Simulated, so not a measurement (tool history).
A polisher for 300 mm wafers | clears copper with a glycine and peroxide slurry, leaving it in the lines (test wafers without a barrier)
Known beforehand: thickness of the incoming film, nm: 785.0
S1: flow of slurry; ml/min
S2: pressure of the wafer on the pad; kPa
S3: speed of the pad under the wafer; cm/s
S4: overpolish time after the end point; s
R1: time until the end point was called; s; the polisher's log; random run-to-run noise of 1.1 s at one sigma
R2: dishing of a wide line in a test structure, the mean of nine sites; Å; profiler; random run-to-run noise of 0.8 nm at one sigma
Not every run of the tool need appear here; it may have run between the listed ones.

run,hour,S1,S2,S3,S4,R1,R2
1,0.0,120,23.4,128,26,98.191,1113.20
2,5.1,120,22.1,128,23,103.500,1016.20
3,10.1,120,20.7,128,20,109.060,862.82
4,14.4,120,23.4,128,20,100.610,940.87
5,17.5,120,26.9,128,20,89.035,1008.90
6,24.4,120,24.8,128,18,94.921,930.04
7,32.4,120,23.4,128,17,100.470,838.39
8,37.0,120,23.4,128,17,98.752,847.45
9,43.2,115,22.1,128,16,105.080,767.98
10,52.2,110,21.4,128,16,109.330,763.43

Run 11 comes next. What will it give?
11,58.1,105,20.7,128,16,?,?

{"run 11": {"R1": 113.76, "R2": 725.98}}
